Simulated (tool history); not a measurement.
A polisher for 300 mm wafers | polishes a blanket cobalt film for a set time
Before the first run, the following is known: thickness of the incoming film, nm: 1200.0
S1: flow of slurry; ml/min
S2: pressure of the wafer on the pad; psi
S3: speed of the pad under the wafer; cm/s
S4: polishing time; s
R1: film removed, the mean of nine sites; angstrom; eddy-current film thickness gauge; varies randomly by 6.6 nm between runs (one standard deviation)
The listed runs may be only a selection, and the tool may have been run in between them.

run,day,S1,S2,S3,S4,R1
1,0,290,1.8,80,80,2532.2
2,0.267,290,1.6,80,80,2353.7
3,0.592,290,1.6,80,80,2291.1
4,0.867,290,1.6,80,85,2369.5
5,1.025,290,1.6,80,85,2431.1
6,1.112,290,1.6,80,80,2323.8
7,1.142,290,1.9,84,80,2829.5
8,1.454,290,2.2,86,80,3341.2
9,1.592,290,2.4,88,80,3661.3
10,1.833,290,2.5,90,80,3963.2
11,2.175,290,2.6,92,80,4331.7

Run 12 is up next; what results do you expect?
12,2.383,290,2.7,92,80,?

Run 12 yielded R1 4435.2 angstrom.
